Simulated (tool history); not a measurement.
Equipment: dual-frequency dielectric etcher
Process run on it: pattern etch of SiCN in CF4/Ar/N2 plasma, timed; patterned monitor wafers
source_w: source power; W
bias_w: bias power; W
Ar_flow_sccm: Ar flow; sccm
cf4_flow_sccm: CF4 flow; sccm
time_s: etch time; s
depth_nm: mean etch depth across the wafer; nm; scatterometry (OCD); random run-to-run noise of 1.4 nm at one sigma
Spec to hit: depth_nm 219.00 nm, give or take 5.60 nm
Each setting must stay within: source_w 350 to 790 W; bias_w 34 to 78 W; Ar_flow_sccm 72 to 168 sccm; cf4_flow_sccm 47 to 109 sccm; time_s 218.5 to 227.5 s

Run 1, hour 0.0: source_w 570 W, bias_w 56 W, Ar_flow_sccm 120 sccm, cf4_flow_sccm 78 sccm, time_s 218.5 s. Result: depth_nm 194.35 nm.
Run 2, hour 1.7: source_w 570 W, bias_w 56 W, Ar_flow_sccm 120 sccm, cf4_flow_sccm 78 sccm, time_s 227.5 s. Result: depth_nm 200.92 nm.
Run 3, hour 7.5: source_w 570 W, bias_w 56 W, Ar_flow_sccm 120 sccm, cf4_flow_sccm 64 sccm, time_s 227.5 s. Result: depth_nm 195.46 nm.
Run 4, hour 14.5: source_w 580 W, bias_w 56 W, Ar_flow_sccm 120 sccm, cf4_flow_sccm 64 sccm, time_s 227.5 s. Result: depth_nm 197.88 nm.
Run 5, hour 16.9: source_w 530 W, bias_w 56 W, Ar_flow_sccm 120 sccm, cf4_flow_sccm 64 sccm, time_s 227.5 s. Result: depth_nm 187.20 nm.
Run 6, hour 23.1: source_w 550 W, bias_w 56 W, Ar_flow_sccm 120 sccm, cf4_flow_sccm 64 sccm, time_s 227.5 s. Result: depth_nm 190.61 nm.
Run 7, hour 24.8: source_w 570 W, bias_w 56 W, Ar_flow_sccm 120 sccm, cf4_flow_sccm 64 sccm, time_s 227.5 s. Result: depth_nm 194.52 nm.
At hour 27.9: wet clean of the chamber.
Run 8, hour 27.9: source_w 590 W, bias_w 56 W, Ar_flow_sccm 120 sccm, cf4_flow_sccm 64 sccm, time_s 227.5 s. Result: depth_nm 190.98 nm.
Run 9, hour 33.0: source_w 590 W, bias_w 59 W, Ar_flow_sccm 117 sccm, cf4_flow_sccm 65 sccm, time_s 227.5 s. Result: depth_nm 194.08 nm.
Run 10, hour 38.8: source_w 620 W, bias_w 58 W, Ar_flow_sccm 118 sccm, cf4_flow_sccm 66 sccm, time_s 227.5 s. Result: depth_nm 202.12 nm.
Run 11, hour 46.6: source_w 620 W, bias_w 58 W, Ar_flow_sccm 118 sccm, cf4_flow_sccm 66 sccm, time_s 227.5 s. Result: depth_nm 198.06 nm.
Run 12, hour 53.9: source_w 640 W, bias_w 58 W, Ar_flow_sccm 118 sccm, cf4_flow_sccm 69 sccm, time_s 227.5 s. Result: depth_nm 205.92 nm.
Run 13, hour 60.1: source_w 650 W, bias_w 58 W, Ar_flow_sccm 118 sccm, cf4_flow_sccm 70 sccm, time_s 227.5 s. Result: depth_nm 208.25 nm.

Which single option among these 5 for the next run brings every result within its allowed miss of target? Just one does.
Run A, hour 66.3: source_w 660 W, bias_w 55 W, Ar_flow_sccm 96 sccm, cf4_flow_sccm 60 sccm, time_s 218.5 s. Result: depth_nm ?.
Run B, hour 66.3: source_w 680 W, bias_w 53 W, Ar_flow_sccm 119 sccm, cf4_flow_sccm 73 sccm, time_s 223.5 s. Result: depth_nm ?.
Run C, hour 66.3: source_w 610 W, bias_w 65 W, Ar_flow_sccm 112 sccm, cf4_flow_sccm 61 sccm, time_s 223.5 s. Result: depth_nm ?.
Run D, hour 66.3: source_w 680 W, bias_w 61 W, Ar_flow_sccm 113 sccm, cf4_flow_sccm 66 sccm, time_s 227.5 s. Result: depth_nm ?.
Run E, hour 66.3: source_w 620 W, bias_w 56 W, Ar_flow_sccm 118 sccm, cf4_flow_sccm 72 sccm, time_s 223.5 s. Result: depth_nm ?.

move  depth_nm
   A    205.47
   B    207.54
   C    198.38
   D    215.78
   E    197.44
A: further off than the last run
B: further off than the last run
C: further off than the last run
D: all results in spec
E: further off than the last run
The right move is D.

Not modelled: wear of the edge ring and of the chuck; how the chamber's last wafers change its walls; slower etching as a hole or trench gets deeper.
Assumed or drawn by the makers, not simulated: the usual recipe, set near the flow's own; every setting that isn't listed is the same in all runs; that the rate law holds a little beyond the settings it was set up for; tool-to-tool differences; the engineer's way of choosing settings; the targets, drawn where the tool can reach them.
